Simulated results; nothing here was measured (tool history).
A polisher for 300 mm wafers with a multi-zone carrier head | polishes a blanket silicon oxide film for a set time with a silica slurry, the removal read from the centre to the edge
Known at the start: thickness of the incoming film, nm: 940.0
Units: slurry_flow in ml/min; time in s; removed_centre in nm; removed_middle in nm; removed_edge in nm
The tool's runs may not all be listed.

run    day  slurry_flow  centre_zone  middle_zone  edge_zone  slurry_solids  time  removed_centre  removed_middle  removed_edge
  1      0          190            1            1          1              1    68          158.54          161.19        156.84
  2  0.304          190         1.04            1          1              1    68          161.63          159.12        158.85
  3  0.571          175         0.98         1.02       1.02            0.9    68          148.15          154.05        148.56
  4  0.812          165         0.94         1.05       1.06            0.8    66          127.45          142.87        139.07
  5  0.967          160         0.91         1.06       1.04           0.75    66          117.83          141.57        134.69
  6  1.308          135         0.91         1.06       1.04           0.75    66          115.49          135.93        130.93
  7  1.671          130          0.9         1.06       1.01           0.75    66          114.69          140.04        126.69

Forecast run 8:
  8  2.033          125         0.88         1.05          1           0.75    66               ?               ?             ?

{"run 8": {"removed_centre": 110.25, "removed_middle": 135.31, "removed_edge": 128.07}}
